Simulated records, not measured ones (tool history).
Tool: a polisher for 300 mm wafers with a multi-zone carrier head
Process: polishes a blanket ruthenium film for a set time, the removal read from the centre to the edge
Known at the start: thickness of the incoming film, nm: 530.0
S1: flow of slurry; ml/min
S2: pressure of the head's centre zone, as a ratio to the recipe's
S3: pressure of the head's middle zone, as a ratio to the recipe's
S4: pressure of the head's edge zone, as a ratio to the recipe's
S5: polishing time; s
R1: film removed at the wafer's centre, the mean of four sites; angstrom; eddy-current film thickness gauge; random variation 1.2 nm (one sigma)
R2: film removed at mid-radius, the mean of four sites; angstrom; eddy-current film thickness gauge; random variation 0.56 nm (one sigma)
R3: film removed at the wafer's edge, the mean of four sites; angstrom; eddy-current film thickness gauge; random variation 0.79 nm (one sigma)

run 1 hour=0 | S1=165 S2=1 S3=1 S4=1 S5=43 | R1=739.56 R2=734.11 R3=738.09
run 2 hour=8.5 | S1=165 S2=1 S3=1 S4=1.05 S5=43 | R1=748.01 R2=733.35 R3=764.57
run 3 hour=15.5 | S1=125 S2=1 S3=1 S4=1.05 S5=43 | R1=709.99 R2=706.02 R3=736.74
run 4 hour=17.9 | S1=150 S2=1.04 S3=1.01 S4=1.08 S5=43 | R1=751.37 R2=726.87 R3=746.44
run 5 hour=24.7 | S1=150 S2=1.04 S3=1.01 S4=1.14 S5=43 | R1=763.05 R2=722.44 R3=773.35
run 6 hour=30 | S1=150 S2=1.04 S3=1.01 S4=1.14 S5=35 | R1=614.23 R2=600.14 R3=632.13

The next listed run, before its measurement:
run 7 hour=38.5 | S1=165 S2=1.06 S3=1.01 S4=1.15 S5=38 | R1=? R2=? R3=?

Run 7 gave R1 696.58 angstrom, R2 657.08 angstrom, R3 684.37 angstrom.

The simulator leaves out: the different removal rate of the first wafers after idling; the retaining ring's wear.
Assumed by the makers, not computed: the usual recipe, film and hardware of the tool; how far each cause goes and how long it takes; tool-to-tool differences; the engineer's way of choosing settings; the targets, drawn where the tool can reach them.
